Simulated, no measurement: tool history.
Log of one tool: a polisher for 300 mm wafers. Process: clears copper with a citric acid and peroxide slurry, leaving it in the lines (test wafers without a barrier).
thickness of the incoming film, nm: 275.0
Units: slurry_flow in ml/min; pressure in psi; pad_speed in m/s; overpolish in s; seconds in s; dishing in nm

run 1 hour=0.0 | slurry_flow=310 pressure=3.6 pad_speed=0.98 slurry_solids=1.0 overpolish=16 | seconds=107.650 dishing=31.720
run 2 hour=6.0 | slurry_flow=310 pressure=4.1 pad_speed=0.98 slurry_solids=1.0 overpolish=16 | seconds=95.207 dishing=35.198
run 3 hour=8.2 | slurry_flow=310 pressure=4.1 pad_speed=0.80 slurry_solids=1.0 overpolish=16 | seconds=113.300 dishing=30.682
run 4 hour=16.5 | slurry_flow=310 pressure=4.0 pad_speed=0.80 slurry_solids=1.0 overpolish=15 | seconds=114.900 dishing=27.026
run 5 hour=22.1 | slurry_flow=310 pressure=3.9 pad_speed=0.80 slurry_solids=1.0 overpolish=15 | seconds=117.740 dishing=26.810
run 6 hour=26.6 | slurry_flow=310 pressure=3.8 pad_speed=0.80 slurry_solids=1.0 overpolish=15 | seconds=119.800 dishing=26.596
run 7 hour=35.2 | slurry_flow=310 pressure=3.7 pad_speed=0.80 slurry_solids=1.0 overpolish=15 | seconds=125.130 dishing=25.897

Forecast run 8:
run 8 hour=42.4 | slurry_flow=310 pressure=3.6 pad_speed=0.80 slurry_solids=1.0 overpolish=14 | seconds=? dishing=?

{"run 8": {"seconds": 130.75, "dishing": 23.74}}

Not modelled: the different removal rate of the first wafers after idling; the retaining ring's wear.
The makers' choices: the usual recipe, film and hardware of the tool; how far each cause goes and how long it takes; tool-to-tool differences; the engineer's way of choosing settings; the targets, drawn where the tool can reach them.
